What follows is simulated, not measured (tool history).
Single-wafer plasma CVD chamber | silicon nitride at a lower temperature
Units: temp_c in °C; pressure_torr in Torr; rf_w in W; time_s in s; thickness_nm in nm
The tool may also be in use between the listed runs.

run	day	temp_c	pressure_torr	rf_w	time_s	thickness_nm
1	0	375	1.12	330	13.4	15.102
2	0.312	375	1.16	340	13.4	15.685
3	0.438	375	1.16	375	13.4	16.38
4	0.496	375	1.19	380	13.4	16.685
5	0.654	375	1.19	380	13.4	16.834
6	0.875	375	1.21	380	13.4	16.742
7	1.108	375	1.23	385	13.4	17.217
8	1.221	375	1.25	385	13.4	17.15

Forecast run 9:
9	1.346	375	1.27	385	13.4	?

Run 9 gave thickness_nm 17.18 nm.
